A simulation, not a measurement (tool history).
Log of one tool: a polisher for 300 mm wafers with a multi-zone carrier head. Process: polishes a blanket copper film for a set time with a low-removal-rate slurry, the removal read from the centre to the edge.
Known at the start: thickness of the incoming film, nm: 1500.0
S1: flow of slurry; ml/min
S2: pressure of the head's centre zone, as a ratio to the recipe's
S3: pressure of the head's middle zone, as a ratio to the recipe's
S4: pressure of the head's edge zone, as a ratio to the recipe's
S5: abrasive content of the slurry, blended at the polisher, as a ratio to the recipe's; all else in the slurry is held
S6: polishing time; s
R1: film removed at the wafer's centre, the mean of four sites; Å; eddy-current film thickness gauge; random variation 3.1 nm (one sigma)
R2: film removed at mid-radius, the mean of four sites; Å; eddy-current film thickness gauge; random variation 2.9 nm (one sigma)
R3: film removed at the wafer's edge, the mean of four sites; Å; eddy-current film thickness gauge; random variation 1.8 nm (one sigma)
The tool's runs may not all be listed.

run,hour,S1,S2,S3,S4,S5,S6,R1,R2,R3
1,0.0,130,1.00,1.00,1.00,1.00,82,3295.0,3444.4,3337.7
2,6.7,125,0.99,1.01,0.97,0.90,80,3112.0,3286.8,3152.2
3,11.5,125,0.95,1.01,0.97,0.90,80,3034.4,3293.7,3161.2
4,17.4,125,0.95,1.01,0.97,1.00,80,2995.4,3323.1,3252.6
5,22.3,125,0.95,1.01,0.97,0.90,80,2902.9,3204.6,3153.7
6,29.5,125,0.95,1.01,0.97,0.90,68,2553.0,2774.8,2684.3
7,37.8,120,0.95,1.03,0.95,0.85,68,2431.5,2761.8,2584.5
8,45.5,120,0.96,1.04,0.94,0.85,68,2462.9,2775.2,2625.7
9,53.4,120,0.97,1.06,0.92,0.80,68,2445.2,2774.2,2545.9
10,56.7,120,0.97,1.08,0.91,0.80,68,2490.9,2808.4,2554.6

Forecast run 11:
11,60.6,120,0.97,1.10,0.89,0.80,68,?,?,?

{"run 11": {"R1": 2494.6, "R2": 2880.4, "R3": 2476.0}}
